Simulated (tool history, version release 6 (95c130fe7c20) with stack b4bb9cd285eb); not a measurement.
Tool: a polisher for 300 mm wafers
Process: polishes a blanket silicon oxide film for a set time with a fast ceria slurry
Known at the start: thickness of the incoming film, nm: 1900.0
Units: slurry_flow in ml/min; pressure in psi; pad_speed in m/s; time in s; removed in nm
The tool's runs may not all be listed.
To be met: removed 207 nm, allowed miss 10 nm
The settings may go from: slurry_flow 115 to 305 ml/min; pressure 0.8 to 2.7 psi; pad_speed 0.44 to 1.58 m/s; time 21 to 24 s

| run | day | slurry_flow | pressure | pad_speed | time | removed |
|---|---|---|---|---|---|---|
| 1 | 0 | 195 | 1.7 | 1 | 24 | 261.33 |
| 2 | 0.292 | 195 | 1.7 | 1 | 21 | 225.5 |
| 3 | 0.642 | 195 | 1.7 | 1 | 24 | 258.6 |
| 4 | 0.733 | 195 | 1.9 | 1 | 24 | 295.78 |
| 5 | 1.083 | 195 | 2.2 | 1 | 24 | 344.68 |
| 6 | 1.417 | 195 | 2.2 | 1 | 24 | 340.39 |
| 7 | 1.571 | 195 | 2.1 | 1 | 24 | 315.7 |
| 8 | 1.879 | 195 | 2 | 1 | 24 | 307.59 |
| 9 | 2.221 | 195 | 1.9 | 1 | 24 | 289.72 |
| 10 | 2.579 | 195 | 1.8 | 1 | 24 | 284.98 |
| 11 | 2.642 | 195 | 1.7 | 1 | 24 | 262.93 |

Which of these 4 next moves meets every target?
| A | 2.704 | 200 | 1.7 | 0.9 | 22 | ? |
| B | 2.704 | 240 | 1.8 | 0.84 | 22 | ? |
| C | 2.704 | 220 | 1.5 | 1.06 | 22 | ? |
| D | 2.704 | 165 | 1.6 | 0.96 | 21 | ? |

| move | removed |
|---|---|
| A | 226.7 |
| B | 231.11 |
| C | 231.08 |
| D | 210.47 |
A: nearer than the last run, and not there yet
B: nearer than the last run, and not there yet
C: nearer than the last run, and not there yet
D: meets every target
Answer: D
